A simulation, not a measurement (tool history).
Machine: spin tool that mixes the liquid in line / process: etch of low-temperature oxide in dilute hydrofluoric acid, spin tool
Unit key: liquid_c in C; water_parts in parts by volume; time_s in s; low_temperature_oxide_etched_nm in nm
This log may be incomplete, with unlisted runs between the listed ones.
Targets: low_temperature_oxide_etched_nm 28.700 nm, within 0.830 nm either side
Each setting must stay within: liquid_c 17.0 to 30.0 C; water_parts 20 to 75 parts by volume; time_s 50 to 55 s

run	hour	liquid_c	water_parts	time_s	low_temperature_oxide_etched_nm
1	0.0	22.0	45	50	32.594
2	8.5	22.0	45	55	36.397
3	11.6	25.0	45	55	40.908
4	17.5	25.0	45	55	40.762
5	18.7	25.0	45	50	36.637
6	25.0	25.0	45	50	37.415
7	28.0	23.5	45	50	34.608
8	35.0	22.0	45	50	32.735
9	39.6	21.0	45	50	31.596

Exercise: of the 4 proposed moves below, exactly one satisfies all targets within the stated allowed misses. Which move is it?
A	44.2	22.0	60	55	?
B	44.2	19.0	45	50	?
C	44.2	23.0	50	50	?
D	44.2	17.0	45	50	?

move	low_temperature_oxide_etched_nm
A	26.601
B	28.928
C	30.635
D	26.528
A: moves the result that the last run missed by most past its target, out the other side
B: meets every target
C: moves toward the targets from the last run without getting all of them in spec
D: moves the result that the last run missed by most past its target, out the other side
B is the move that brings every result within its allowed miss.

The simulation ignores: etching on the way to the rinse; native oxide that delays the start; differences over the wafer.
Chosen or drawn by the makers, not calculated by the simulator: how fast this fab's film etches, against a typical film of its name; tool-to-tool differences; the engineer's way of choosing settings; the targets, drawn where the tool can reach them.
